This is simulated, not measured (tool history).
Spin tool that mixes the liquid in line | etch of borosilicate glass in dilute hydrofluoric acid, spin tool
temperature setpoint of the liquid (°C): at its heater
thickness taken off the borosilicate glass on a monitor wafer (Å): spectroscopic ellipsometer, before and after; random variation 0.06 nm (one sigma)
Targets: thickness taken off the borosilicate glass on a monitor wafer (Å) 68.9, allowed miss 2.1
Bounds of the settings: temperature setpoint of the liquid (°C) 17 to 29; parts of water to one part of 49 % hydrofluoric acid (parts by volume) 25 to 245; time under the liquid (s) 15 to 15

| run | hour | temperature setpoint of the liquid (°C) | parts of water to one part of 49 % hydrofluoric acid (parts by volume) | time under the liquid (s) | thickness taken off the borosilicate glass on a monitor wafer (Å) |
|---|---|---|---|---|---|
| 1 | 0 | 21 | 135 | 15 | 43.743 |
| 2 | 8 | 21 | 135 | 15 | 43.372 |
| 3 | 9.2 | 19 | 135 | 15 | 40.038 |
| 4 | 13.7 | 19 | 135 | 15 | 39.525 |
| 5 | 17.2 | 17 | 135 | 15 | 37.467 |
| 6 | 22.8 | 20.5 | 125 | 15 | 46.718 |
| 7 | 28.8 | 24.5 | 110 | 15 | 63.366 |
| 8 | 31.2 | 25 | 110 | 15 | 64.682 |
| 9 | 37.6 | 25.5 | 110 | 15 | 66.177 |

4 next moves are on the table. One of them brings every result within its allowed miss. Which?
| A | 44 | 25.5 | 100 | 15 | ? |
| B | 44 | 22.5 | 95 | 15 | ? |
| C | 44 | 20.5 | 95 | 15 | ? |
| D | 44 | 26 | 100 | 15 | ? |

| move | thickness taken off the borosilicate glass on a monitor wafer (Å) |
|---|---|
| A | 74.008 |
| B | 69.586 |
| C | 64.151 |
| D | 75.465 |
A: takes the result that was furthest off past its target
B: meets every target
C: further off than the last run
D: takes the result that was furthest off past its target
Answer: B
